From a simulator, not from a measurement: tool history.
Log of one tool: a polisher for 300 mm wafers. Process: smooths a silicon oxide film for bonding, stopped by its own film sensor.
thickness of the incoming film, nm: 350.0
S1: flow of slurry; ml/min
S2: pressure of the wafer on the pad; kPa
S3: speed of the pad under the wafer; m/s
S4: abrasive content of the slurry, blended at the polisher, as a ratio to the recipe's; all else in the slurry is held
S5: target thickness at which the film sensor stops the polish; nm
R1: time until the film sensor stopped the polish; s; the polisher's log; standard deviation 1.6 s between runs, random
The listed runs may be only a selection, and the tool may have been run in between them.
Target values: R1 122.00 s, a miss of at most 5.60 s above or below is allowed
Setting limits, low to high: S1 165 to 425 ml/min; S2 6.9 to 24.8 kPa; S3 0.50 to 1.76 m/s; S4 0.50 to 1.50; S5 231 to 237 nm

run	day	S1	S2	S3	S4	S5	R1
1	0.000	275	15.9	1.12	1.00	237	148.28
2	0.158	275	13.8	1.12	1.00	237	170.17
3	0.379	275	15.2	1.12	1.00	237	155.74
4	0.529	275	15.9	1.12	1.00	237	144.75
5	0.871	275	16.5	1.12	1.00	237	145.72
6	1.067	275	15.2	1.12	1.00	237	158.65
7	1.267	275	15.9	1.12	1.00	237	145.46
8	1.633	275	16.5	1.12	1.00	237	142.69
9	1.712	275	17.2	1.12	1.00	237	136.47
10	1.746	275	17.9	1.12	1.00	237	132.80

Which of these 5 next moves meets every target?
A	1.779	260	17.9	0.94	1.10	235	?
B	1.779	220	20.0	1.06	1.15	233	?
C	1.779	320	18.6	1.02	1.15	232	?
D	1.779	310	14.5	1.30	1.00	237	?
E	1.779	245	17.9	1.12	1.10	231	?

move	R1
A	146.27
B	122.88
C	131.89
D	143.27
E	134.42
A: further off than the last run
B: each result inside its tolerance
C: better than the last run, though not everything is in spec
D: further off than the last run
E: further off than the last run
The move that meets every target is B.
